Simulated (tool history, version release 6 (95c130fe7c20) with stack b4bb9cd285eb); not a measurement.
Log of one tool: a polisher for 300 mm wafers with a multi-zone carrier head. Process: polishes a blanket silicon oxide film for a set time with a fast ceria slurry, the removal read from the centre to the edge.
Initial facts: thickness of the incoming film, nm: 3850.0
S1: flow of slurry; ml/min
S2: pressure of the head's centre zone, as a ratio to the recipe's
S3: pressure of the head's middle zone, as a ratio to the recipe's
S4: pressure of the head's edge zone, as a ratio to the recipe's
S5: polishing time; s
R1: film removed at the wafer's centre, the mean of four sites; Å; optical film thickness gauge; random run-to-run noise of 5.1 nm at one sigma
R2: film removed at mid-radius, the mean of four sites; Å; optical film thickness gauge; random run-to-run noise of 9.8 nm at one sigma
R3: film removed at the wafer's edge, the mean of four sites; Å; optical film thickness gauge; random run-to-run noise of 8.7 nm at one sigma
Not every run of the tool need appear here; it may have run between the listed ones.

Run 1, hour 0: S1 285 ml/min, S2 1, S3 1, S4 1, S5 67 s. Result: R1 12234 Å, R2 12308 Å, R3 12301 Å.
Run 2, hour 1.1: S1 275 ml/min, S2 0.97, S3 0.98, S4 1, S5 66 s. Result: R1 11533 Å, R2 11587 Å, R3 12245 Å.
Run 3, hour 7.8: S1 275 ml/min, S2 0.97, S3 0.98, S4 1, S5 72 s. Result: R1 12681 Å, R2 12756 Å, R3 13216 Å.
Run 4, hour 10.6: S1 265 ml/min, S2 0.95, S3 0.97, S4 0.98, S5 70 s. Result: R1 11900 Å, R2 12104 Å, R3 12602 Å.
Run 5, hour 13.9: S1 265 ml/min, S2 0.95, S3 1.04, S4 0.98, S5 70 s. Result: R1 11918 Å, R2 13224 Å, R3 12564 Å.
Run 6, hour 19.3: S1 265 ml/min, S2 0.92, S3 1.04, S4 0.98, S5 70 s. Result: R1 11510 Å, R2 13194 Å, R3 12491 Å.
Run 7, hour 26: S1 255 ml/min, S2 0.9, S3 1.02, S4 0.97, S5 69 s. Result: R1 11041 Å, R2 12504 Å, R3 12404 Å.
Run 8, hour 33.8: S1 250 ml/min, S2 0.89, S3 1, S4 0.96, S5 68 s. Result: R1 10722 Å, R2 12073 Å, R3 12112 Å.
Run 9, hour 42.7: S1 245 ml/min, S2 0.88, S3 0.98, S4 0.95, S5 67 s. Result: R1 10585 Å, R2 11668 Å, R3 12070 Å.
Run 10, hour 45.8: S1 240 ml/min, S2 0.87, S3 0.97, S4 0.94, S5 65 s. Result: R1 9973.7 Å, R2 11065 Å, R3 11402 Å.
Run 11, hour 48.7: S1 235 ml/min, S2 0.86, S3 0.96, S4 0.94, S5 64 s. Result: R1 9729.6 Å, R2 11035 Å, R3 11104 Å.
Run 12, hour 49.8: S1 220 ml/min, S2 0.81, S3 0.86, S4 1.04, S5 57 s. Result: R1 8018.5 Å, R2 8931.7 Å, R3 10417 Å.
Run 13, hour 58.7: S1 230 ml/min, S2 0.81, S3 0.86, S4 1.04, S5 57 s. Result: R1 8201.3 Å, R2 8863.5 Å, R3 10477 Å.
Run 14, hour 62.2: S1 235 ml/min, S2 0.81, S3 0.87, S4 1.04, S5 57 s. Result: R1 8143.7 Å, R2 9035.2 Å, R3 10434 Å.

Run 15, settings as shown, results not yet in. Your forecast:
Run 15, hour 69.1: S1 240 ml/min, S2 0.81, S3 0.87, S4 1.04, S5 57 s. Result: R1 ?, R2 ?, R3 ?.

R1: 8075.1 Å
R2: 9014.6 Å
R3: 10545 Å

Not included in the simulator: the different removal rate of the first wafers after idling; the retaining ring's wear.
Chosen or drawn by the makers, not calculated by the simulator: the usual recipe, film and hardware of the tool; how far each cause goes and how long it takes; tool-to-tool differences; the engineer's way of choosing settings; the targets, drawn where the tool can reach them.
